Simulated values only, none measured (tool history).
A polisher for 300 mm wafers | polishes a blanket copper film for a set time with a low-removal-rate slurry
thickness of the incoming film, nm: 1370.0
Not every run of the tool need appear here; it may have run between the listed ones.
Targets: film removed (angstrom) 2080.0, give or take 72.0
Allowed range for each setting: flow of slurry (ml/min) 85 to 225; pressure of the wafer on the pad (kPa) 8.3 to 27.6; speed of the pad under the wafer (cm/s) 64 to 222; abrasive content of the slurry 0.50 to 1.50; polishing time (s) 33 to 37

| run | day | flow of slurry (ml/min) | pressure of the wafer on the pad (kPa) | speed of the pad under the wafer (cm/s) | abrasive content of the slurry | polishing time (s) | film removed (angstrom) |
|---|---|---|---|---|---|---|---|
| 1 | 0.000 | 145 | 17.9 | 142 | 1.00 | 37 | 1261.7 |
| 2 | 0.371 | 145 | 17.9 | 162 | 1.00 | 37 | 1400.1 |
| 3 | 0.642 | 150 | 19.3 | 162 | 1.00 | 37 | 1515.5 |
| 4 | 1.008 | 150 | 19.3 | 162 | 1.15 | 37 | 1544.9 |
| 5 | 1.296 | 150 | 19.3 | 188 | 1.15 | 37 | 1757.0 |
| 6 | 1.421 | 150 | 19.3 | 188 | 1.15 | 37 | 1735.1 |
| 7 | 1.721 | 155 | 20.0 | 188 | 1.15 | 37 | 1836.2 |
| 8 | 1.883 | 160 | 20.7 | 188 | 1.15 | 37 | 1923.3 |
| 9 | 2.133 | 165 | 20.7 | 188 | 1.15 | 37 | 1898.6 |
| 10 | 2.438 | 165 | 21.4 | 188 | 1.15 | 37 | 1945.2 |

5 next moves are on the table. One of them brings every result within its allowed miss. Which?
| A | 2.742 | 150 | 21.4 | 194 | 1.35 | 35 | ? |
| B | 2.742 | 135 | 24.1 | 168 | 1.35 | 34 | ? |
| C | 2.742 | 195 | 20.7 | 192 | 0.95 | 36 | ? |
| D | 2.742 | 170 | 20.7 | 198 | 1.25 | 34 | ? |
| E | 2.742 | 215 | 20.7 | 188 | 1.35 | 37 | ? |

| move | film removed (angstrom) |
|---|---|
| A | 1940.7 |
| B | 1846.7 |
| C | 1873.0 |
| D | 1869.3 |
| E | 2041.5 |
A: no nearer and no further than the last run
B: the biggest miss grows against the last run
C: the biggest miss grows against the last run
D: the biggest miss grows against the last run
E: every result lands within tolerance
E is the move that brings every result within its allowed miss.

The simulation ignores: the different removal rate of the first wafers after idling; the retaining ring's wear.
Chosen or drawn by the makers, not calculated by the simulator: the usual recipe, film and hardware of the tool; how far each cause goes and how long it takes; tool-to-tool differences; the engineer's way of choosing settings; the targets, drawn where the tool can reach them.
